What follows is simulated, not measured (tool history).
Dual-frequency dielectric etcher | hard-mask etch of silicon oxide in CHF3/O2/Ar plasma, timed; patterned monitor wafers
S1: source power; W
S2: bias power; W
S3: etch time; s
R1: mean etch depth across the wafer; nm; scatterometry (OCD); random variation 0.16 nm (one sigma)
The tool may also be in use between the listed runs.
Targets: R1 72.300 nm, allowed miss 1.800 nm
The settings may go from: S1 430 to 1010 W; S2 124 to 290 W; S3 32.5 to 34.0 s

run  hour   S1   S2    S3      R1
  1   0.0  720  207  32.5  83.450
  2   6.8  640  207  32.5  77.212
  3  13.2  630  207  32.5  76.515
  4  18.1  620  207  32.5  75.736
  5  22.2  620  207  34.0  79.281
  6  28.5  610  206  34.0  78.387
  7  34.0  600  206  34.0  77.496
  8  35.5  600  206  34.0  77.595
  9  40.9  590  206  34.0  76.593
 10  49.6  580  206  34.0  75.930
 11  56.1  570  206  34.0  74.420

4 next moves are on the table. One of them brings every result within its allowed miss. Which?
  A  62.6  570  206  32.5   ?
  B  62.6  590  242  34.0   ?
  C  62.6  600  182  34.0   ?
  D  62.6  580  215  34.0   ?

move      R1
   A  71.089
   B  79.109
   C  74.981
   D  76.021
A: meets every target
B: further off than the last run
C: further off than the last run
D: further off than the last run
Answer: A
